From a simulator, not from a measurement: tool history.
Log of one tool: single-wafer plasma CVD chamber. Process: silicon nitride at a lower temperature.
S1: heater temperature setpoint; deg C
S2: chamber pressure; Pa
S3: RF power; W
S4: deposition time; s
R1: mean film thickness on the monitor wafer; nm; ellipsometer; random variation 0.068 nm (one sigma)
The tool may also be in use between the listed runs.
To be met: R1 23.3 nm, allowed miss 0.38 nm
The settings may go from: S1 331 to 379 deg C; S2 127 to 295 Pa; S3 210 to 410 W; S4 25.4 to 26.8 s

Run 1, hour 0: S1 355 deg C, S2 211 Pa, S3 310 W, S4 26.8 s. Result: R1 27.349 nm.
Run 2, hour 4.9: S1 355 deg C, S2 203 Pa, S3 305 W, S4 26.8 s. Result: R1 26.87 nm.
Run 3, hour 7.5: S1 355 deg C, S2 223 Pa, S3 305 W, S4 26.8 s. Result: R1 27.455 nm.
Run 4, hour 15: S1 355 deg C, S2 213 Pa, S3 300 W, S4 26.8 s. Result: R1 26.8 nm.
Run 5, hour 18.3: S1 355 deg C, S2 205 Pa, S3 295 W, S4 26.8 s. Result: R1 26.24 nm.
Run 6, hour 24.2: S1 364 deg C, S2 205 Pa, S3 295 W, S4 26.8 s. Result: R1 26.147 nm.
Run 7, hour 33.1: S1 364 deg C, S2 163 Pa, S3 280 W, S4 26.7 s. Result: R1 23.765 nm.
Run 8, hour 39: S1 364 deg C, S2 161 Pa, S3 280 W, S4 26.7 s. Result: R1 23.79 nm.
Run 9, hour 46.9: S1 364 deg C, S2 160 Pa, S3 280 W, S4 26.7 s. Result: R1 23.718 nm.
Run 10, hour 53.7: S1 364 deg C, S2 159 Pa, S3 280 W, S4 26.7 s. Result: R1 23.685 nm.

Which of these 4 next moves meets every target?
Run A, hour 60.5: S1 360 deg C, S2 161 Pa, S3 285 W, S4 25.7 s. Result: R1 ?.
Run B, hour 60.5: S1 366 deg C, S2 165 Pa, S3 285 W, S4 26.8 s. Result: R1 ?.
Run C, hour 60.5: S1 374 deg C, S2 153 Pa, S3 290 W, S4 26.8 s. Result: R1 ?.
Run D, hour 60.5: S1 354 deg C, S2 185 Pa, S3 300 W, S4 25.4 s. Result: R1 ?.

move      R1
   A  23.311
   B  24.362
   C  24.327
   D   24.76
A: meets every target
B: further off than the last run
C: further off than the last run
D: further off than the last run
Move A is the one to make.
